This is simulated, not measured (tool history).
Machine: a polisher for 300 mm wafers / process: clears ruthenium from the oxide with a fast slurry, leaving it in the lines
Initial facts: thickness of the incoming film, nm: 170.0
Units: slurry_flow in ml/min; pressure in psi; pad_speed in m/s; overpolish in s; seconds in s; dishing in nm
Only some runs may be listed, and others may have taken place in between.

run  hour  slurry_flow  pressure  pad_speed  slurry_solids  overpolish  seconds  dishing
  1   0.0          185       2.6       0.96            1.0          17   43.768   48.574
  2   6.5          185       2.5       0.96            1.0          15   44.316   41.809
  3  11.4          225       2.5       0.96            1.0          15   42.590   43.513
  4  19.2          265       2.5       0.96            1.0          15   42.679   44.367
  5  22.9          265       2.5       0.96            1.0          10   43.180   30.334
  6  25.0          265       2.8       0.96            1.0          10   39.890   31.983
  7  29.9          265       2.6       0.96            1.0          10   41.439   31.976

Run 8 comes next. What will it give?
  8  36.7          265       2.5       0.96            1.0          10        ?        ?

Run 8 measured seconds 41.766 s, dishing 30.527 nm.
